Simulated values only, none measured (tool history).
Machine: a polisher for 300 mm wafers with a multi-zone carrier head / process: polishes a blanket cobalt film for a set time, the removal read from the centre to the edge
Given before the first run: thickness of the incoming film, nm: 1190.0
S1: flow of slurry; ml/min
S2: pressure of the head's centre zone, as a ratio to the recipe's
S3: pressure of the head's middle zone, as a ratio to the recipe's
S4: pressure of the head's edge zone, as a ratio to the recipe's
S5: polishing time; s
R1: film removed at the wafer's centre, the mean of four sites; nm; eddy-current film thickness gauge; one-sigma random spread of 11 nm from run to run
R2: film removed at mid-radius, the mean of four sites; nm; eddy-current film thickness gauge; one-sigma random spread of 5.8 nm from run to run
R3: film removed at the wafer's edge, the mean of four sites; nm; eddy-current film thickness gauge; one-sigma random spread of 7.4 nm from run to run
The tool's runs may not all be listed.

run	hour	S1	S2	S3	S4	S5	R1	R2	R3
1	0.0	250	1.00	1.00	1.00	54	442.83	483.04	453.50
2	2.5	250	1.05	1.00	1.00	54	450.91	477.20	447.52
3	3.8	265	1.07	0.99	0.97	57	486.68	507.07	489.07
4	8.3	265	1.07	0.92	0.97	57	487.15	483.89	477.24
5	15.2	265	1.07	0.96	0.97	57	479.08	491.94	485.36
6	16.0	265	1.00	0.96	0.97	57	456.31	492.53	483.16
7	24.6	265	1.00	0.96	0.97	57	461.62	496.99	483.33
8	32.1	250	1.03	0.97	1.00	59	485.60	510.70	504.70
9	39.5	245	1.05	0.97	0.97	61	502.81	521.47	509.44
10	45.7	230	1.07	0.97	0.96	63	537.93	540.46	521.71
11	49.3	220	1.09	0.97	0.94	65	554.54	550.27	531.38

Run 12 has not been measured yet. What should we expect?
12	50.7	210	1.10	0.97	0.92	67	?	?	?

R1: 572.48 nm
R2: 563.31 nm
R3: 541.86 nm
